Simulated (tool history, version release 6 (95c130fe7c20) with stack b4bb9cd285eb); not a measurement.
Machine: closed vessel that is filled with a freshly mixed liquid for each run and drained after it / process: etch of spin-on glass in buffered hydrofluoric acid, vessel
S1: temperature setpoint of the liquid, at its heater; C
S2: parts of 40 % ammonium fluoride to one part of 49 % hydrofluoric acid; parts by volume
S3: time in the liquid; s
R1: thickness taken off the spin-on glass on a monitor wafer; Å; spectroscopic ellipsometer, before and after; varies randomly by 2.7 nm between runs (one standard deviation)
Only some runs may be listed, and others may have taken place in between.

{"run": 1, "hour": 0.0, "S1": 25.0, "S2": 8.5, "S3": 105, "R1": 5479.8}
{"run": 2, "hour": 6.7, "S1": 25.0, "S2": 8.5, "S3": 110, "R1": 5800.6}
{"run": 3, "hour": 11.8, "S1": 25.0, "S2": 8.5, "S3": 110, "R1": 5719.5}
{"run": 4, "hour": 16.7, "S1": 26.5, "S2": 8.5, "S3": 110, "R1": 6228.0}
{"run": 5, "hour": 25.5, "S1": 29.5, "S2": 8.5, "S3": 110, "R1": 7269.7}
{"run": 6, "hour": 29.1, "S1": 27.0, "S2": 8.5, "S3": 110, "R1": 6445.9}
{"hour": 35.4, "done": "hydrofluoric acid flow meter replaced"}
{"run": 7, "hour": 35.4, "S1": 25.0, "S2": 8.5, "S3": 110, "R1": 5384.0}
{"run": 8, "hour": 36.0, "S1": 24.5, "S2": 8.5, "S3": 110, "R1": 5345.0}
{"run": 9, "hour": 38.5, "S1": 24.0, "S2": 8.5, "S3": 110, "R1": 5171.8}
{"run": 10, "hour": 46.0, "S1": 23.5, "S2": 8.5, "S3": 110, "R1": 5025.1}
{"run": 11, "hour": 52.9, "S1": 23.0, "S2": 8.5, "S3": 110, "R1": 4928.4}
{"run": 12, "hour": 60.2, "S1": 22.5, "S2": 8.5, "S3": 110, "R1": 4800.2}
{"run": 13, "hour": 68.6, "S1": 22.0, "S2": 8.5, "S3": 110, "R1": 4641.6}

Forecast run 14:
{"run": 14, "hour": 70.9, "S1": 22.0, "S2": 8.5, "S3": 110, "R1": "?"}

R1: 4667.0 Å

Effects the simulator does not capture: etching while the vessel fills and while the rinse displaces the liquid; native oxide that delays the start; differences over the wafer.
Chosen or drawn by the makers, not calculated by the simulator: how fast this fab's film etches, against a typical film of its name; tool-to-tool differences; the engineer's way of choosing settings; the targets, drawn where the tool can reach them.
